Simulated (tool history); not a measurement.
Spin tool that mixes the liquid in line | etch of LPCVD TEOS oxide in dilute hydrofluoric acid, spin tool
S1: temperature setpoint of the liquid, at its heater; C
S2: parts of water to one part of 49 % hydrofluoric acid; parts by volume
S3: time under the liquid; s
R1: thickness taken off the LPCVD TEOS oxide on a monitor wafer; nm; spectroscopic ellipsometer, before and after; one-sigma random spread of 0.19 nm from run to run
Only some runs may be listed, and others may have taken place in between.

run	day	S1	S2	S3	R1
1	0.000	23.0	225	260	30.674
2	0.058	23.0	225	280	33.135
3	0.154	23.0	225	260	30.974
4	0.346	26.5	225	260	35.015
5	0.696	25.5	225	260	33.789
6	0.804	24.5	225	260	32.630
7	1.008	23.5	225	260	31.278

Forecast run 8:
8	1.112	23.0	225	260	?

Run 8 produced R1 30.886 nm.
